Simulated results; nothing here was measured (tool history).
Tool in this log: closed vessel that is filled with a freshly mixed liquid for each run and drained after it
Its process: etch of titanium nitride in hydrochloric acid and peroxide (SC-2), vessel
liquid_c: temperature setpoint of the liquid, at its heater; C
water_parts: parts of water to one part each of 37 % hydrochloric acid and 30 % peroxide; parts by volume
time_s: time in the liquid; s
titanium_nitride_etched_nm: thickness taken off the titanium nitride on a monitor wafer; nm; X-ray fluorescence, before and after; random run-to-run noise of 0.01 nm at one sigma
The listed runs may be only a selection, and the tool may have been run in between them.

run	day	liquid_c	water_parts	time_s	titanium_nitride_etched_nm
1	0	46	7	50	2.4763
2	0.221	46	4.5	50	3.4362
3	0.412	46	4.5	40	2.7871
4	0.667	46	4.5	50	3.4604
5	0.821	46	4.5	50	3.4294
6	1.167	40.5	4.5	50	2.3444
7	1.312	40.5	4.5	50	2.3599
8	1.371	39	5	50	1.9376
9	1.688	39	5	50	1.9608
10	1.821	38	5.5	50	1.7082
11	1.908	37	5.5	50	1.5925
12	2.133	36.5	5.5	50	1.5296
13	2.208	36	5.5	50	1.4791

What does the tool deliver on the next run?
14	2.262	35.5	5.5	50	?

For run 14 the tool returned titanium_nitride_etched_nm 1.4123 nm.

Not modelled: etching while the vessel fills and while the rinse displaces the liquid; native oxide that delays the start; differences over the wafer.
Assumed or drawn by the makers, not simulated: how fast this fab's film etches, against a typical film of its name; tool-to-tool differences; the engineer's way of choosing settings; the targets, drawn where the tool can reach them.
